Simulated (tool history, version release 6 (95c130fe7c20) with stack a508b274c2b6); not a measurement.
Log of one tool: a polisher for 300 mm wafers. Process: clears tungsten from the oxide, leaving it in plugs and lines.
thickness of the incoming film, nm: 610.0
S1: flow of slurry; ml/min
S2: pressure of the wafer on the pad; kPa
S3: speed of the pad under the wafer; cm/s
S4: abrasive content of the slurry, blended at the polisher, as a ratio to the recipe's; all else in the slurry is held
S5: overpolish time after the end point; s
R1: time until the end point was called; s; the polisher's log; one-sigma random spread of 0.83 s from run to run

Run 1, day 0: S1 145 ml/min, S2 31 kPa, S3 134 cm/s, S4 1, S5 26 s. Result: R1 75.859 s.
Run 2, day 0.125: S1 145 ml/min, S2 31 kPa, S3 134 cm/s, S4 1.2, S5 26 s. Result: R1 74.358 s.
Run 3, day 0.162: S1 140 ml/min, S2 29.6 kPa, S3 134 cm/s, S4 1.2, S5 26 s. Result: R1 79.828 s.
Run 4, day 0.446: S1 140 ml/min, S2 29.6 kPa, S3 134 cm/s, S4 1.2, S5 26 s. Result: R1 78.119 s.
Run 5, day 0.604: S1 135 ml/min, S2 28.3 kPa, S3 134 cm/s, S4 1.2, S5 26 s. Result: R1 82.574 s.
Run 6, day 0.625: S1 130 ml/min, S2 27.6 kPa, S3 134 cm/s, S4 1.2, S5 26 s. Result: R1 86.314 s.
Run 7, day 0.988: S1 125 ml/min, S2 26.9 kPa, S3 134 cm/s, S4 1.2, S5 26 s. Result: R1 88.008 s.

For run 8, what comes out?
Run 8, day 1.283: S1 120 ml/min, S2 26.2 kPa, S3 134 cm/s, S4 1.2, S5 26 s. Result: R1 ?.

Logged for run 8: R1 91.136 s.
